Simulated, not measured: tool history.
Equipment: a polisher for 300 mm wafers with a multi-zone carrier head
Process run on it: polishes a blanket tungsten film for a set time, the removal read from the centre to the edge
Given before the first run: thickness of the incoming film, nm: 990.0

run,hour,flow of slurry (ml/min),pressure of the head's centre zone,pressure of the head's middle zone,pressure of the head's edge zone,abrasive content of the slurry,polishing time (s),film removed at the wafer's centre (nm),film removed at mid-radius (nm),film removed at the wafer's edge (nm)
1,0.0,240,1.00,1.00,1.00,1.00,79,439.80,387.21,382.13
2,3.8,240,1.00,1.00,1.03,1.00,79,445.85,378.67,388.88
3,12.7,240,0.97,1.00,1.08,1.10,79,435.35,395.02,401.22
4,13.8,240,0.97,1.00,1.08,0.90,79,414.99,371.57,386.73
5,16.3,265,0.97,1.00,1.08,0.90,79,415.94,375.59,393.38
6,22.1,265,0.97,1.00,1.08,0.70,79,396.61,355.99,369.20

Run 7 has not been measured yet. What should we expect?
7,24.8,290,0.96,0.92,1.18,0.95,80,?,?,?

Run 7 came out at film removed at the wafer's centre (nm) 426.95, film removed at mid-radius (nm) 375.39, film removed at the wafer's edge (nm) 415.42.

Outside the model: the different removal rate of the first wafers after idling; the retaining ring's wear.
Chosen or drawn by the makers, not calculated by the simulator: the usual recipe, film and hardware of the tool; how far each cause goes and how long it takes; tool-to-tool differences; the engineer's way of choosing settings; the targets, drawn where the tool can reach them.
